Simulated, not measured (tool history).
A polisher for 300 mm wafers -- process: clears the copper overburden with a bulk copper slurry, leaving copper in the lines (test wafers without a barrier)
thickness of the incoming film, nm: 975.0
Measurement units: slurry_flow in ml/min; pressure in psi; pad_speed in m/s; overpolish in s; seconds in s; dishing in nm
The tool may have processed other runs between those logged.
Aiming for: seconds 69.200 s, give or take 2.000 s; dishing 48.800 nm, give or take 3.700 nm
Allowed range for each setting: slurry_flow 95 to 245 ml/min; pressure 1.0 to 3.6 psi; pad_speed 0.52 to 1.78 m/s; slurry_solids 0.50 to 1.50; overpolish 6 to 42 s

run 1 day=0.000 | slurry_flow=155 pressure=2.3 pad_speed=1.14 slurry_solids=1.00 overpolish=21 | seconds=115.910 dishing=69.066
run 2 day=0.046 | slurry_flow=160 pressure=2.3 pad_speed=1.18 slurry_solids=1.00 overpolish=19 | seconds=112.130 dishing=66.465
run 3 day=0.392 | slurry_flow=160 pressure=2.3 pad_speed=1.18 slurry_solids=1.00 overpolish=14 | seconds=112.780 dishing=56.757
run 4 day=0.429 | slurry_flow=170 pressure=2.4 pad_speed=1.22 slurry_solids=1.00 overpolish=13 | seconds=103.880 dishing=61.148
run 5 day=0.558 | slurry_flow=170 pressure=2.4 pad_speed=1.22 slurry_solids=1.00 overpolish=9 | seconds=105.410 dishing=46.281
run 6 day=0.925 | slurry_flow=160 pressure=2.5 pad_speed=1.22 slurry_solids=1.00 overpolish=9 | seconds=101.130 dishing=50.019
run 7 day=1.050 | slurry_flow=150 pressure=2.6 pad_speed=1.24 slurry_solids=1.00 overpolish=9 | seconds=96.361 dishing=47.331
run 8 day=1.075 | slurry_flow=150 pressure=2.7 pad_speed=1.24 slurry_solids=1.00 overpolish=9 | seconds=94.024 dishing=52.379
run 9 day=1.275 | slurry_flow=145 pressure=2.7 pad_speed=1.28 slurry_solids=1.00 overpolish=9 | seconds=90.781 dishing=54.632
run 10 day=1.346 | slurry_flow=155 pressure=2.7 pad_speed=1.28 slurry_solids=1.05 overpolish=9 | seconds=89.597 dishing=52.259
run 11 day=1.446 | slurry_flow=155 pressure=2.8 pad_speed=1.28 slurry_solids=1.10 overpolish=9 | seconds=84.544 dishing=56.735
run 12 day=1.792 | slurry_flow=150 pressure=2.9 pad_speed=1.30 slurry_solids=1.05 overpolish=9 | seconds=82.435 dishing=55.727
run 13 day=1.825 | slurry_flow=145 pressure=3.0 pad_speed=1.32 slurry_solids=1.00 overpolish=9 | seconds=78.955 dishing=58.479
run 14 day=2.042 | slurry_flow=140 pressure=3.0 pad_speed=1.34 slurry_solids=1.05 overpolish=9 | seconds=78.713 dishing=59.103
run 15 day=2.354 | slurry_flow=150 pressure=3.0 pad_speed=1.36 slurry_solids=1.00 overpolish=9 | seconds=77.223 dishing=56.378
run 16 day=2.408 | slurry_flow=155 pressure=3.0 pad_speed=1.36 slurry_solids=1.00 overpolish=9 | seconds=75.636 dishing=60.595
run 17 day=2.733 | slurry_flow=150 pressure=3.0 pad_speed=1.38 slurry_solids=1.00 overpolish=9 | seconds=75.798 dishing=56.790
run 18 day=2.862 | slurry_flow=155 pressure=3.0 pad_speed=1.40 slurry_solids=0.95 overpolish=9 | seconds=76.563 dishing=59.968
run 19 day=3.208 | slurry_flow=150 pressure=3.0 pad_speed=1.42 slurry_solids=1.00 overpolish=9 | seconds=74.075 dishing=61.394

Exactly one of the 4 candidate moves below puts every result within its allowed miss. Which one?
run A day=3.554 | slurry_flow=125 pressure=3.3 pad_speed=1.32 slurry_solids=1.10 overpolish=9 | seconds=? dishing=?
run B day=3.554 | slurry_flow=150 pressure=2.8 pad_speed=1.46 slurry_solids=1.05 overpolish=9 | seconds=? dishing=?
run C day=3.554 | slurry_flow=160 pressure=3.0 pad_speed=1.50 slurry_solids=1.00 overpolish=9 | seconds=? dishing=?
run D day=3.554 | slurry_flow=145 pressure=3.4 pad_speed=1.40 slurry_solids=0.80 overpolish=6 | seconds=? dishing=?

move=A seconds=73.902 dishing=59.594
move=B seconds=76.793 dishing=57.053
move=C seconds=69.787 dishing=60.828
move=D seconds=69.584 dishing=47.867
A: better than the last run, though not everything is in spec
B: its largest miss is bigger than the last run's
C: as far off as the last run
D: all results land within tolerance of their targets
Move D is the one to make.
